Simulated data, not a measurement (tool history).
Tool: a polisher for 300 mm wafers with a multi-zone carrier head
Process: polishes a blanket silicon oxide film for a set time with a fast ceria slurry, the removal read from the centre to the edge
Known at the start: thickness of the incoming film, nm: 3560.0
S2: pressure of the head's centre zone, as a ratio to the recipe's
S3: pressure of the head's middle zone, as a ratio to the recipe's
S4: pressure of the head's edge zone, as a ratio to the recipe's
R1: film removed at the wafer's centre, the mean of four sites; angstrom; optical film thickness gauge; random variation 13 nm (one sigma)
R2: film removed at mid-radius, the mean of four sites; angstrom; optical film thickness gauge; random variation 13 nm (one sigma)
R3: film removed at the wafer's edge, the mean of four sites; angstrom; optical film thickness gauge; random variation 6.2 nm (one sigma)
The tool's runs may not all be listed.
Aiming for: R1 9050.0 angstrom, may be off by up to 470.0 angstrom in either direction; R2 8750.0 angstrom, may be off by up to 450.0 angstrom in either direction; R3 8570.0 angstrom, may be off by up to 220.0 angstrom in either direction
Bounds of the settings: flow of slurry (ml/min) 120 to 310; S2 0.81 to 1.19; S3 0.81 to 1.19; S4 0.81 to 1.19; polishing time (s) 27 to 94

run 1 hour=0.0 | flow_of_slurry_(ml/min)=200 S2=1.00 S3=1.00 S4=1.00 polishing_time_(s)=60 | R1=11159.0 R2=10705.0 R3=10864.0
run 2 hour=8.7 | flow_of_slurry_(ml/min)=200 S2=1.00 S3=1.00 S4=1.06 polishing_time_(s)=60 | R1=11291.0 R2=11176.0 R3=11080.0
run 3 hour=13.8 | flow_of_slurry_(ml/min)=195 S2=1.00 S3=1.01 S4=1.02 polishing_time_(s)=56 | R1=10136.0 R2=10218.0 R3=10142.0
run 4 hour=17.8 | flow_of_slurry_(ml/min)=190 S2=1.02 S3=1.02 S4=0.98 polishing_time_(s)=54 | R1=9940.4 R2=10058.0 R3=9599.1
run 5 hour=19.3 | flow_of_slurry_(ml/min)=190 S2=1.02 S3=1.02 S4=0.98 polishing_time_(s)=59 | R1=10859.0 R2=10823.0 R3=10529.0
run 6 hour=22.0 | flow_of_slurry_(ml/min)=190 S2=1.02 S3=1.02 S4=0.92 polishing_time_(s)=59 | R1=10787.0 R2=11118.0 R3=10132.0
run 7 hour=22.7 | flow_of_slurry_(ml/min)=185 S2=1.01 S3=0.98 S4=0.90 polishing_time_(s)=57 | R1=10587.0 R2=10059.0 R3=9713.6
run 8 hour=24.3 | flow_of_slurry_(ml/min)=160 S2=0.92 S3=0.97 S4=0.83 polishing_time_(s)=51 | R1=8524.3 R2=8842.7 R3=8281.0
run 9 hour=29.5 | flow_of_slurry_(ml/min)=165 S2=0.93 S3=0.96 S4=0.84 polishing_time_(s)=51 | R1=8541.7 R2=8866.9 R3=8263.5
run 10 hour=30.7 | flow_of_slurry_(ml/min)=170 S2=0.98 S3=0.90 S4=0.90 polishing_time_(s)=53 | R1=9462.6 R2=8629.6 R3=9008.7
run 11 hour=34.0 | flow_of_slurry_(ml/min)=165 S2=0.97 S3=0.91 S4=0.88 polishing_time_(s)=53 | R1=9205.9 R2=8698.0 R3=8726.8

Exercise: of the 5 proposed moves below, exactly one satisfies all targets within the stated allowed misses. Which move is it?
run A hour=37.3 | flow_of_slurry_(ml/min)=190 S2=0.90 S3=0.91 S4=0.87 polishing_time_(s)=54 | R1=? R2=? R3=?
run B hour=37.3 | flow_of_slurry_(ml/min)=130 S2=0.94 S3=0.87 S4=0.93 polishing_time_(s)=56 | R1=? R2=? R3=?
run C hour=37.3 | flow_of_slurry_(ml/min)=125 S2=1.02 S3=0.89 S4=1.04 polishing_time_(s)=52 | R1=? R2=? R3=?
run D hour=37.3 | flow_of_slurry_(ml/min)=140 S2=0.97 S3=0.93 S4=0.83 polishing_time_(s)=54 | R1=? R2=? R3=?
run E hour=37.3 | flow_of_slurry_(ml/min)=185 S2=0.90 S3=0.87 S4=0.92 polishing_time_(s)=52 | R1=? R2=? R3=?

move=A R1=8840.7 R2=8863.3 R3=9101.8
move=B R1=8915.9 R2=8306.3 R3=9297.1
move=C R1=8912.2 R2=7793.9 R3=9055.6
move=D R1=9019.4 R2=8584.8 R3=8593.0
move=E R1=8474.4 R2=8190.9 R3=8970.8
A: the biggest miss grows against the last run
B: the biggest miss grows against the last run
C: the biggest miss grows against the last run
D: meets every target
E: the biggest miss grows against the last run
Move D is the one to make.
